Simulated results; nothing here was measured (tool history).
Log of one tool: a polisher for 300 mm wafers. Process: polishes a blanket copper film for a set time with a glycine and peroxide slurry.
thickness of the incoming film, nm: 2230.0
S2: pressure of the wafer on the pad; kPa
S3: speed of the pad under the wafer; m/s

{"run": 1, "day": 0.0, "flow of slurry (ml/min)": 240, "S2": 24.1, "S3": 0.8, "polishing time (s)": 42, "film removed (nm)": 227.84}
{"run": 2, "day": 0.146, "flow of slurry (ml/min)": 235, "S2": 21.4, "S3": 0.74, "polishing time (s)": 42, "film removed (nm)": 189.62}
{"run": 3, "day": 0.217, "flow of slurry (ml/min)": 265, "S2": 21.4, "S3": 0.74, "polishing time (s)": 42, "film removed (nm)": 197.25}
{"run": 4, "day": 0.317, "flow of slurry (ml/min)": 265, "S2": 21.4, "S3": 0.74, "polishing time (s)": 44, "film removed (nm)": 207.22}
{"run": 5, "day": 0.612, "flow of slurry (ml/min)": 260, "S2": 18.6, "S3": 0.7, "polishing time (s)": 44, "film removed (nm)": 175.47}
{"run": 6, "day": 0.812, "flow of slurry (ml/min)": 260, "S2": 18.6, "S3": 0.7, "polishing time (s)": 44, "film removed (nm)": 178.51}
{"run": 7, "day": 1.021, "flow of slurry (ml/min)": 250, "S2": 16.5, "S3": 0.66, "polishing time (s)": 44, "film removed (nm)": 153.74}
{"run": 8, "day": 1.2, "flow of slurry (ml/min)": 240, "S2": 15.2, "S3": 0.64, "polishing time (s)": 44, "film removed (nm)": 140.04}
{"run": 9, "day": 1.429, "flow of slurry (ml/min)": 230, "S2": 14.5, "S3": 0.64, "polishing time (s)": 44, "film removed (nm)": 134.73}
{"run": 10, "day": 1.783, "flow of slurry (ml/min)": 220, "S2": 13.8, "S3": 0.64, "polishing time (s)": 44, "film removed (nm)": 132.42}
{"run": 11, "day": 1.908, "flow of slurry (ml/min)": 220, "S2": 13.8, "S3": 0.64, "polishing time (s)": 44, "film removed (nm)": 130.12}
{"run": 12, "day": 1.946, "flow of slurry (ml/min)": 215, "S2": 11.0, "S3": 0.56, "polishing time (s)": 44, "film removed (nm)": 103.65}

The next listed run, before its measurement:
{"run": 13, "day": 2.012, "flow of slurry (ml/min)": 220, "S2": 11.0, "S3": 0.56, "polishing time (s)": 44, "film removed (nm)": "?"}

film removed (nm): 103.19
